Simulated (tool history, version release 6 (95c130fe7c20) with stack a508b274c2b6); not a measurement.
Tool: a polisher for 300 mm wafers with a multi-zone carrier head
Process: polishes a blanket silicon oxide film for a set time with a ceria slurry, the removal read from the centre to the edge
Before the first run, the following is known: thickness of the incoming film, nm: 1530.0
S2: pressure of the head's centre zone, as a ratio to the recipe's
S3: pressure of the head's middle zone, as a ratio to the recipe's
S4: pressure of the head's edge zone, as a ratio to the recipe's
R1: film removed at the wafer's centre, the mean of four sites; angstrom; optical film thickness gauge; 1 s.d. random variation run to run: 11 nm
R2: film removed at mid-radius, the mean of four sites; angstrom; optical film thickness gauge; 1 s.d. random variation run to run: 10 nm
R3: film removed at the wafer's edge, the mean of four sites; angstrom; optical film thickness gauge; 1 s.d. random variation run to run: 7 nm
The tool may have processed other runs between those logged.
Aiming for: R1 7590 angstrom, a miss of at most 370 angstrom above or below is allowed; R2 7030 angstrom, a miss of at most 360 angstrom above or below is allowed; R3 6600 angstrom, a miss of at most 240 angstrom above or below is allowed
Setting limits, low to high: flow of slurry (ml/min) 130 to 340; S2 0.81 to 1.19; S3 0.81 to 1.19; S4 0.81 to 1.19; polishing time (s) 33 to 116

run 1 hour=0 | flow_of_slurry_(ml/min)=220 S2=1 S3=1 S4=1 polishing_time_(s)=74 | R1=4745.9 R2=4890.9 R3=4834.6
run 2 hour=3 | flow_of_slurry_(ml/min)=220 S2=1 S3=1 S4=1.07 polishing_time_(s)=74 | R1=4884.4 R2=4873.2 R3=5037.7
run 3 hour=8.1 | flow_of_slurry_(ml/min)=225 S2=1.02 S3=1.02 S4=1.08 polishing_time_(s)=76 | R1=4924.7 R2=5118.2 R3=5174.8
run 4 hour=13.2 | flow_of_slurry_(ml/min)=225 S2=1.02 S3=1.02 S4=1.08 polishing_time_(s)=58 | R1=3959.6 R2=3852.3 R3=3949.2
run 5 hour=19.9 | flow_of_slurry_(ml/min)=225 S2=1.09 S3=1.02 S4=1.08 polishing_time_(s)=58 | R1=4097.6 R2=3878.1 R3=3991.7
run 6 hour=24.2 | flow_of_slurry_(ml/min)=235 S2=1.1 S3=1.01 S4=1.05 polishing_time_(s)=63 | R1=4501.8 R2=4291.6 R3=4370.1
run 7 hour=24.9 | flow_of_slurry_(ml/min)=245 S2=1.11 S3=1 S4=1.02 polishing_time_(s)=66 | R1=4908.5 R2=4349.7 R3=4394.6
run 8 hour=30.7 | flow_of_slurry_(ml/min)=250 S2=1.12 S3=1.01 S4=1.02 polishing_time_(s)=69 | R1=5222.8 R2=4778.8 R3=4588.1
run 9 hour=37.8 | flow_of_slurry_(ml/min)=250 S2=1.13 S3=1.01 S4=1.03 polishing_time_(s)=72 | R1=5491.3 R2=4909 R3=4819.8
run 10 hour=43.4 | flow_of_slurry_(ml/min)=250 S2=1.13 S3=1.02 S4=1.04 polishing_time_(s)=75 | R1=5591.4 R2=5124.5 R3=5094.8
run 11 hour=51.7 | flow_of_slurry_(ml/min)=255 S2=1.14 S3=1.03 S4=1.04 polishing_time_(s)=77 | R1=5949.9 R2=5238.4 R3=5307.5
run 12 hour=59.7 | flow_of_slurry_(ml/min)=260 S2=1.14 S3=1.04 S4=1.03 polishing_time_(s)=79 | R1=6244.3 R2=5397.1 R3=5392.5
run 13 hour=65.9 | flow_of_slurry_(ml/min)=255 S2=1.13 S3=1.04 S4=1.02 polishing_time_(s)=81 | R1=6172.3 R2=5524.8 R3=5479.2
run 14 hour=73.5 | flow_of_slurry_(ml/min)=260 S2=1.13 S3=1.05 S4=1.01 polishing_time_(s)=83 | R1=6173.7 R2=5859.1 R3=5577.4
run 15 hour=81.5 | flow_of_slurry_(ml/min)=265 S2=1.14 S3=1.06 S4=1.01 polishing_time_(s)=84 | R1=6526.6 R2=6022.1 R3=5794.9
run 16 hour=82.7 | flow_of_slurry_(ml/min)=270 S2=1.15 S3=1.07 S4=1.01 polishing_time_(s)=85 | R1=6724.5 R2=6043.7 R3=5786
run 17 hour=88.7 | flow_of_slurry_(ml/min)=270 S2=1.15 S3=1.08 S4=1.01 polishing_time_(s)=86 | R1=6513.2 R2=6115.4 R3=5923.6
run 18 hour=93.5 | flow_of_slurry_(ml/min)=275 S2=1.15 S3=1.08 S4=1.01 polishing_time_(s)=87 | R1=6739.4 R2=6249.4 R3=5879.7

Exactly one of the 4 candidate moves below puts every result within its allowed miss. Which one?
run A hour=98.3 | flow_of_slurry_(ml/min)=195 S2=1.19 S3=0.84 S4=1.19 polishing_time_(s)=94 | R1=? R2=? R3=?
run B hour=98.3 | flow_of_slurry_(ml/min)=215 S2=1.03 S3=0.94 S4=1.07 polishing_time_(s)=103 | R1=? R2=? R3=?
run C hour=98.3 | flow_of_slurry_(ml/min)=200 S2=1.17 S3=0.93 S4=1.15 polishing_time_(s)=95 | R1=? R2=? R3=?
run D hour=98.3 | flow_of_slurry_(ml/min)=320 S2=1.14 S3=1.11 S4=1.02 polishing_time_(s)=95 | R1=? R2=? R3=?

move=A R1=7321.5 R2=5513 R3=6584.2
move=B R1=7060.4 R2=6564.1 R3=6903.7
move=C R1=7311.5 R2=5943.1 R3=6551
move=D R1=7607.5 R2=7040.7 R3=6434.3
A: brings the last run's worst result on target, with another outside its allowed miss
B: pushes the last run's worst result past its target
C: brings the last run's worst result on target, with another outside its allowed miss
D: every result lands within tolerance
D meets every target.
